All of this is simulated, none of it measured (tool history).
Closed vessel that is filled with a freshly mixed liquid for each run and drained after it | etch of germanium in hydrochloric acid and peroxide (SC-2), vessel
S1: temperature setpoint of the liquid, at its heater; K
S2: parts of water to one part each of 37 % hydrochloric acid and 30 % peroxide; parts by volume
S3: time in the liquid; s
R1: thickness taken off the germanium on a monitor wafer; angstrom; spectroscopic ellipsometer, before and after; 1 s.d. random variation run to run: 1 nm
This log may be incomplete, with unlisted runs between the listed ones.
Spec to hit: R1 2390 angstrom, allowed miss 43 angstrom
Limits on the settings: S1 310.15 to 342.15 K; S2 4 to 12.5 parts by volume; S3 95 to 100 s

Run 1, hour 0: S1 326.15 K, S2 7 parts by volume, S3 95 s. Result: R1 2678.9 angstrom.
Run 2, hour 8: S1 326.15 K, S2 5 parts by volume, S3 95 s. Result: R1 2686.5 angstrom.
Run 3, hour 16.2: S1 325.15 K, S2 5 parts by volume, S3 95 s. Result: R1 2619.8 angstrom.
Run 4, hour 20.8: S1 325.15 K, S2 5 parts by volume, S3 95 s. Result: R1 2602.1 angstrom.
Run 5, hour 28.6: S1 324.65 K, S2 5 parts by volume, S3 95 s. Result: R1 2567.2 angstrom.
Run 6, hour 31.6: S1 324.15 K, S2 5 parts by volume, S3 95 s. Result: R1 2536.9 angstrom.
Run 7, hour 40.8: S1 324.15 K, S2 5 parts by volume, S3 95 s. Result: R1 2521.9 angstrom.
Run 8, hour 43.6: S1 323.65 K, S2 5 parts by volume, S3 95 s. Result: R1 2496.5 angstrom.
Run 9, hour 46.2: S1 323.15 K, S2 5 parts by volume, S3 95 s. Result: R1 2451.1 angstrom.

4 next moves are on the table. One of them brings every result within its allowed miss. Which?
Run A, hour 48.8: S1 324.15 K, S2 4.5 parts by volume, S3 95 s. Result: R1 ?.
Run B, hour 48.8: S1 320.65 K, S2 4 parts by volume, S3 95 s. Result: R1 ?.
Run C, hour 48.8: S1 321.15 K, S2 4 parts by volume, S3 95 s. Result: R1 ?.
Run D, hour 48.8: S1 321.15 K, S2 5.5 parts by volume, S3 100 s. Result: R1 ?.

move      R1
   A  2535.9
   B  2266.5
   C    2304
   D  2411.5
A: misses by more than the last run did
B: takes the biggest miss from the last run beyond its target
C: takes the biggest miss from the last run beyond its target
D: all results land within tolerance of their targets
D is the move that brings every result within its allowed miss.
